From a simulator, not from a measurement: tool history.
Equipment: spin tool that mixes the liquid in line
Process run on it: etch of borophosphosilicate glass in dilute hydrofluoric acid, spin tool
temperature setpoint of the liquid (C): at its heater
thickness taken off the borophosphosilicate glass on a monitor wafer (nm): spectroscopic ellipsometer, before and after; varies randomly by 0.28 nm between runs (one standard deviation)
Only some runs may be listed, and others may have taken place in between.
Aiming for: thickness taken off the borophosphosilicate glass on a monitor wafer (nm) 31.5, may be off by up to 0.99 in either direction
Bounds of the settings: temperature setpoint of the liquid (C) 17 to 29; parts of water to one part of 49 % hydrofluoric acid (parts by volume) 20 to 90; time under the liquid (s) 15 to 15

run  hour  temperature setpoint of the liquid (C)  parts of water to one part of 49 % hydrofluoric acid (parts by volume)  time under the liquid (s)  thickness taken off the borophosphosilicate glass on a monitor wafer (nm)
  1     0                                      21                                                                      50                         15                                                                      14.54
  2   0.8                                    22.5                                                                      45                         15                                                                     17.093
  3   7.3                                    23.5                                                                      40                         15                                                                     20.325
  4  12.5                                    23.5                                                                      60                         15                                                                     13.159
  5  14.2                                    23.5                                                                      60                         15                                                                     13.157
  6  19.4                                      26                                                                      60                         15                                                                     14.838
  7  21.9                                    26.5                                                                      55                         15                                                                     16.143
  8  24.3                                      27                                                                      50                         15                                                                     18.725
  9  28.5                                    27.5                                                                      45                         15                                                                     20.989

Which single option among these 4 for the next run brings every result within its allowed miss of target? Just one does.
  A  32.7                                    26.5                                                                      35                         15                                                                          ?
  B  32.7                                      28                                                                      35                         15                                                                          ?
  C  32.7                                    26.5                                                                      30                         15                                                                          ?
  D  32.7                                      26                                                                      50                         15                                                                          ?

move  thickness taken off the borophosphosilicate glass on a monitor wafer (nm)
   A                                                                     26.645
   B                                                                     28.321
   C                                                                      31.31
   D                                                                     17.892
A: moves toward the targets from the last run without getting all of them in spec
B: moves toward the targets from the last run without getting all of them in spec
C: every result within its allowed miss
D: further off than the last run
Move C is the one to make.

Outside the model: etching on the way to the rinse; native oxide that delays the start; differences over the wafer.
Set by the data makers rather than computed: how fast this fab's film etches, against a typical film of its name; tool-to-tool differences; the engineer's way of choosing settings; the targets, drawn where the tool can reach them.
